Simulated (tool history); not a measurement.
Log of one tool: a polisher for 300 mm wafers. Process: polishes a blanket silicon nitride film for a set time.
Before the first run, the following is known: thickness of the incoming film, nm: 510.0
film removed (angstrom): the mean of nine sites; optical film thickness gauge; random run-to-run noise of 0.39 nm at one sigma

run,hour,flow of slurry (ml/min),pressure of the wafer on the pad (psi),speed of the pad under the wafer (cm/s),polishing time (s),film removed (angstrom)
1,0.0,225,2.5,98,58,821.02
2,5.8,220,2.2,98,58,760.62
3,9.3,220,2.2,98,58,752.99
4,17.3,220,1.9,96,58,661.10
5,18.5,270,1.9,96,58,682.34
6,21.3,270,1.9,84,58,615.96
7,22.8,265,1.8,84,58,584.64
8,30.7,255,1.7,84,58,564.58
9,36.5,250,1.6,84,58,545.32

Run 10 is up next; what results do you expect?
10,42.3,245,1.6,84,58,?

film removed (angstrom): 550.61

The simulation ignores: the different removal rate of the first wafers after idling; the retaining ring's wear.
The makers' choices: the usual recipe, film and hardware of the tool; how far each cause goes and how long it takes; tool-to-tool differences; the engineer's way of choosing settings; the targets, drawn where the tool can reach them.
